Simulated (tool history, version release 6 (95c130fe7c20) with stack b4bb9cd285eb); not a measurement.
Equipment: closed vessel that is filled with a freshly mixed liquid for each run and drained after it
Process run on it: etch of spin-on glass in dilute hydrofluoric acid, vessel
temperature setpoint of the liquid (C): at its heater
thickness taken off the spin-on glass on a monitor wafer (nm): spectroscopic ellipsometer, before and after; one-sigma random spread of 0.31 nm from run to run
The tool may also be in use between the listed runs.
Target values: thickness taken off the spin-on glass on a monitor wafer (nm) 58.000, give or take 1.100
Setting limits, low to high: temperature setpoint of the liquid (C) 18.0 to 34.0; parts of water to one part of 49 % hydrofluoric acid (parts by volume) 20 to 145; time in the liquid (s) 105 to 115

run,hour,temperature setpoint of the liquid (C),parts of water to one part of 49 % hydrofluoric acid (parts by volume),time in the liquid (s),thickness taken off the spin-on glass on a monitor wafer (nm)
1,0.0,26.0,80,105,39.556
2,7.1,27.0,80,105,41.255
3,15.9,28.0,80,105,42.627
4,22.8,28.0,100,105,33.569
5,27.2,28.0,100,115,36.598
6,30.0,28.5,100,115,37.055
7,32.7,29.0,100,115,38.182
8,41.7,29.5,100,115,38.717

Which one of the following 4 next-run settings gets every result inside its allowed miss? There is exactly one.
A,50.7,31.0,70,115,?
B,50.7,27.5,65,115,?
C,50.7,26.5,65,115,?
D,50.7,30.5,70,115,?

move,thickness taken off the spin-on glass on a monitor wafer (nm)
A,60.933
B,57.641
C,55.390
D,59.773
A: moves the result that the last run missed by most past its target, out the other side
B: in spec on every target
C: better than the last run, though not everything is in spec
D: moves the result that the last run missed by most past its target, out the other side
Answer: B

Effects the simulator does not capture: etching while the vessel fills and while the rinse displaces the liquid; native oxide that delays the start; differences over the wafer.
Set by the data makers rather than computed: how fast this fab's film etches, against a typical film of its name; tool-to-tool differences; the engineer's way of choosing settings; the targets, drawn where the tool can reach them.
